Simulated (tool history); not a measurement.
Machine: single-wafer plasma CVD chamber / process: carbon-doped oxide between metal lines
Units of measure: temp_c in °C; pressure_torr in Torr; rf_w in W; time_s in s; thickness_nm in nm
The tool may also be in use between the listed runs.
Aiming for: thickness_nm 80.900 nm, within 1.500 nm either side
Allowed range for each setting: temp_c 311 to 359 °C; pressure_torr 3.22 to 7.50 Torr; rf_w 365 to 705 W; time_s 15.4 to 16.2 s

run	hour	temp_c	pressure_torr	rf_w	time_s	thickness_nm
1	0.0	335	5.36	535	16.2	92.824
2	7.6	337	5.16	525	16.2	91.734
3	14.5	327	5.16	525	16.2	94.875
4	19.2	327	4.42	525	16.2	91.625
5	21.8	327	4.42	575	16.2	96.038
6	24.2	320	4.42	575	16.2	98.886
7	30.6	324	4.22	565	16.2	95.190
8	36.9	328	4.05	560	16.2	93.708
9	44.8	330	3.91	550	16.2	92.040

Consider the 4 candidate settings below. Which is the only one whose results all fall within their allowed miss of target?
A	52.7	355	4.08	475	15.6	?
B	52.7	331	3.23	430	15.7	?
C	52.7	333	3.33	500	15.4	?
D	52.7	333	3.35	455	15.4	?

move	thickness_nm
A	77.576
B	78.240
C	81.285
D	78.321
A: carries the result that was furthest off beyond its target, to the other side
B: carries the result that was furthest off beyond its target, to the other side
C: meets every target
D: carries the result that was furthest off beyond its target, to the other side
Correct choice: C, which meets every target

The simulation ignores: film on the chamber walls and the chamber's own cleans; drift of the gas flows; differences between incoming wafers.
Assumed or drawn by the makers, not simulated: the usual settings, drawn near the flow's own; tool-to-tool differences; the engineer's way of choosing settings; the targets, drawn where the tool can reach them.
